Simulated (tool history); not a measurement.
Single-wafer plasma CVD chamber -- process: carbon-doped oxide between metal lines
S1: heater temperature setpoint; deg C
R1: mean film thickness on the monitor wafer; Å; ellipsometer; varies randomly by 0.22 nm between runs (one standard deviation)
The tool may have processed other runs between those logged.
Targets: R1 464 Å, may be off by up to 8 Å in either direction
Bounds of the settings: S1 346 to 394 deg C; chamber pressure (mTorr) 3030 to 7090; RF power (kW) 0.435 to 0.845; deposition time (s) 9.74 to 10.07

{"run": 1, "hour": 0.0, "S1": 370, "chamber pressure (mTorr)": 5060, "RF power (kW)": 0.64, "deposition time (s)": 9.74, "R1": 516.05}
{"run": 2, "hour": 3.3, "S1": 372, "chamber pressure (mTorr)": 4780, "RF power (kW)": 0.63, "deposition time (s)": 9.74, "R1": 505.93}
{"run": 3, "hour": 5.5, "S1": 372, "chamber pressure (mTorr)": 5140, "RF power (kW)": 0.63, "deposition time (s)": 9.74, "R1": 510.09}
{"run": 4, "hour": 13.7, "S1": 374, "chamber pressure (mTorr)": 4900, "RF power (kW)": 0.62, "deposition time (s)": 9.74, "R1": 497.35}
{"run": 5, "hour": 19.2, "S1": 374, "chamber pressure (mTorr)": 4900, "RF power (kW)": 0.62, "deposition time (s)": 9.74, "R1": 499.97}
{"run": 6, "hour": 26.6, "S1": 375, "chamber pressure (mTorr)": 4710, "RF power (kW)": 0.61, "deposition time (s)": 9.74, "R1": 492.24}
{"run": 7, "hour": 29.4, "S1": 376, "chamber pressure (mTorr)": 4570, "RF power (kW)": 0.605, "deposition time (s)": 9.74, "R1": 485.95}
{"run": 8, "hour": 31.5, "S1": 377, "chamber pressure (mTorr)": 4450, "RF power (kW)": 0.6, "deposition time (s)": 9.74, "R1": 482}
{"run": 9, "hour": 32.2, "S1": 378, "chamber pressure (mTorr)": 4350, "RF power (kW)": 0.595, "deposition time (s)": 9.74, "R1": 475.62}

4 candidate next runs follow, results not yet known. Just one meets every target within its allowed miss. Identify it.
{"run": "A", "hour": 32.9, "S1": 394, "chamber pressure (mTorr)": 3540, "RF power (kW)": 0.705, "deposition time (s)": 9.91, "R1": "?"}
{"run": "B", "hour": 32.9, "S1": 381, "chamber pressure (mTorr)": 4270, "RF power (kW)": 0.625, "deposition time (s)": 9.74, "R1": "?"}
{"run": "C", "hour": 32.9, "S1": 379, "chamber pressure (mTorr)": 3740, "RF power (kW)": 0.655, "deposition time (s)": 10.07, "R1": "?"}
{"run": "D", "hour": 32.9, "S1": 387, "chamber pressure (mTorr)": 3650, "RF power (kW)": 0.58, "deposition time (s)": 10.07, "R1": "?"}

move=A R1=489.37
move=B R1=477.39
move=C R1=497.95
move=D R1=457.12
A: moves away from the targets compared with the last run
B: moves away from the targets compared with the last run
C: moves away from the targets compared with the last run
D: in spec on every target
The move that meets every target is D.
